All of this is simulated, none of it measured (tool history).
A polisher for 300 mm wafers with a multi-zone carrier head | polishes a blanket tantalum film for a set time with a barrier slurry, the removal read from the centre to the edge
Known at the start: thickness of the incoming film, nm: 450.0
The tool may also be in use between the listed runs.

| run | day | flow of slurry (ml/min) | pressure of the head's centre zone | pressure of the head's middle zone | pressure of the head's edge zone | abrasive content of the slurry | polishing time (s) | film removed at the wafer's centre (nm) | film removed at mid-radius (nm) | film removed at the wafer's edge (nm) |
|---|---|---|---|---|---|---|---|---|---|---|
| 1 | 0.000 | 300 | 1.00 | 1.00 | 1.00 | 1.00 | 48 | 102.76 | 102.50 | 106.90 |
| 2 | 0.283 | 305 | 1.03 | 1.03 | 1.02 | 1.10 | 48 | 107.58 | 107.81 | 109.23 |
| 3 | 0.467 | 310 | 1.05 | 1.04 | 1.04 | 1.15 | 49 | 113.22 | 111.50 | 114.60 |
| 4 | 0.833 | 310 | 1.05 | 0.97 | 1.04 | 1.15 | 49 | 111.12 | 103.89 | 113.82 |
| 5 | 1.038 | 315 | 1.07 | 1.00 | 1.06 | 1.20 | 50 | 118.54 | 113.34 | 120.11 |
| 6 | 1.304 | 315 | 1.15 | 1.00 | 1.06 | 1.20 | 50 | 126.96 | 110.00 | 119.90 |
| 7 | 1.583 | 320 | 1.16 | 1.03 | 1.08 | 1.25 | 50 | 130.74 | 113.94 | 120.02 |
| 8 | 1.625 | 320 | 1.15 | 1.04 | 1.09 | 1.30 | 51 | 131.57 | 121.21 | 124.42 |

Forecast run 9:
| 9 | 1.825 | 325 | 1.16 | 1.05 | 1.10 | 1.35 | 51 | ? | ? | ? |

film removed at the wafer's centre (nm): 135.60
film removed at mid-radius (nm): 119.57
film removed at the wafer's edge (nm): 126.32
